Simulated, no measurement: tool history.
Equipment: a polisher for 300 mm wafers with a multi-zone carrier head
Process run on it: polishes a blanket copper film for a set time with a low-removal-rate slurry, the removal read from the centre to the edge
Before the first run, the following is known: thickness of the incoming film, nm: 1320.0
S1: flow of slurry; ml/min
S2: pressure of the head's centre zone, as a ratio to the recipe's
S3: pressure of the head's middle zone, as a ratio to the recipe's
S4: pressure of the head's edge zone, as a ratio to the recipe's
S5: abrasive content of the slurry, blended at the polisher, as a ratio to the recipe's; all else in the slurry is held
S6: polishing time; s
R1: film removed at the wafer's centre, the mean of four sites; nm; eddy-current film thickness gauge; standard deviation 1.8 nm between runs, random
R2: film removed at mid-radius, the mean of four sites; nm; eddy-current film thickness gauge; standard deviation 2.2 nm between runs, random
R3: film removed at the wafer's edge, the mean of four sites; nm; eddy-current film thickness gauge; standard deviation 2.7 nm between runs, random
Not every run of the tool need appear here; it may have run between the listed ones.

{"run": 1, "hour": 0.0, "S1": 235, "S2": 1, "S3": 1, "S4": 1, "S5": 1, "S6": 77, "R1": 346.24, "R2": 354.46, "R3": 336.14}
{"run": 2, "hour": 4.9, "S1": 220, "S2": 0.94, "S3": 0.99, "S4": 1, "S5": 0.85, "S6": 70, "R1": 290.81, "R2": 304.89, "R3": 299.4}
{"run": 3, "hour": 7.4, "S1": 210, "S2": 0.9, "S3": 1.01, "S4": 1.02, "S5": 0.75, "S6": 64, "R1": 251.49, "R2": 278.64, "R3": 267.54}
{"run": 4, "hour": 15.3, "S1": 210, "S2": 0.9, "S3": 1.01, "S4": 1.02, "S5": 0.75, "S6": 46, "R1": 178.18, "R2": 199.93, "R3": 189.11}
{"run": 5, "hour": 17.6, "S1": 210, "S2": 0.82, "S3": 1.01, "S4": 1.02, "S5": 0.75, "S6": 46, "R1": 160.68, "R2": 200.55, "R3": 188.1}
{"run": 6, "hour": 18.5, "S1": 180, "S2": 0.82, "S3": 1.01, "S4": 1.02, "S5": 0.75, "S6": 46, "R1": 157.84, "R2": 197.03, "R3": 187.09}

What does the tool deliver on the next run?
{"run": 7, "hour": 21.5, "S1": 190, "S2": 0.83, "S3": 1.02, "S4": 1.06, "S5": 0.85, "S6": 46, "R1": "?", "R2": "?", "R3": "?"}

Run 7 measured R1 163.76 nm, R2 203.87 nm, R3 199.29 nm.
